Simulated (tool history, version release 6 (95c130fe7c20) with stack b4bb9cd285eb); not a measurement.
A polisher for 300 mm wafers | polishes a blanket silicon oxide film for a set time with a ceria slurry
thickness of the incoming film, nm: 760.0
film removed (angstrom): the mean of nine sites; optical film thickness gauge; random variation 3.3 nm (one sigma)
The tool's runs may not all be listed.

run  hour  flow of slurry (ml/min)  pressure of the wafer on the pad (psi)  speed of the pad under the wafer (cm/s)  polishing time (s)  film removed (angstrom)
  1     0                      190                                       4                                       92                  71                   3354.9
  2     3                      190                                     3.5                                       90                  71                   2964.4
  3     7                      215                                     3.5                                       90                  71                   3056.4
  4   8.2                      210                                     3.1                                       90                  71                   2685.2
  5  15.2                      210                                     3.1                                      110                  71                   3234.6
  6  20.3                      185                                     3.1                                      110                  71                   3103.3

Run 7 comes next. What will it give?
  7  27.7                      180                                     2.7                                      110                  71                        ?

film removed (angstrom): 2791.8
